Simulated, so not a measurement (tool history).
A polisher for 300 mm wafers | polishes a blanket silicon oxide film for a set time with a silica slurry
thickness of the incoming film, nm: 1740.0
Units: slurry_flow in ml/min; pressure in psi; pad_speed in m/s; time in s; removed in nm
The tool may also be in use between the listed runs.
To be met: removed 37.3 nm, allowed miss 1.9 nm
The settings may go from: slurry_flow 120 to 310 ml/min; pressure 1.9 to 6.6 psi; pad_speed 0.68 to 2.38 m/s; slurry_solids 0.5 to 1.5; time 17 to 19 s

| run | hour | slurry_flow | pressure | pad_speed | slurry_solids | time | removed |
|---|---|---|---|---|---|---|---|
| 1 | 0 | 200 | 4.2 | 1.52 | 1 | 19 | 67.584 |
| 2 | 3.8 | 200 | 4.2 | 1.52 | 0.9 | 19 | 64.49 |
| 3 | 9.5 | 200 | 4.2 | 1.8 | 0.9 | 19 | 74.014 |
| 4 | 10.1 | 200 | 4.2 | 1.8 | 0.75 | 19 | 69.717 |
| 5 | 10.8 | 200 | 3.5 | 1.74 | 0.75 | 19 | 54.459 |
| 6 | 13.8 | 200 | 3.1 | 1.72 | 0.75 | 19 | 48.669 |
| 7 | 18.7 | 200 | 2.8 | 1.72 | 0.75 | 19 | 44.374 |
| 8 | 22.2 | 200 | 2.6 | 1.72 | 0.75 | 19 | 41.904 |
| 9 | 28 | 200 | 2.5 | 1.72 | 0.75 | 19 | 40.709 |

5 next moves are on the table. One of them brings every result within its allowed miss. Which?
| A | 33.8 | 205 | 2.1 | 1.88 | 1 | 17 | ? |
| B | 33.8 | 195 | 3.3 | 1.42 | 0.9 | 17 | ? |
| C | 33.8 | 240 | 2.2 | 2.14 | 0.7 | 19 | ? |
| D | 33.8 | 190 | 2.5 | 2.02 | 0.95 | 17 | ? |
| E | 33.8 | 210 | 2.9 | 1.72 | 0.55 | 19 | ? |

| move | removed |
|---|---|
| A | 37.533 |
| B | 43.927 |
| C | 43.19 |
| D | 45.404 |
| E | 41.803 |
A: meets every target
B: further off than the last run
C: further off than the last run
D: further off than the last run
E: further off than the last run
Move A is the one to make.
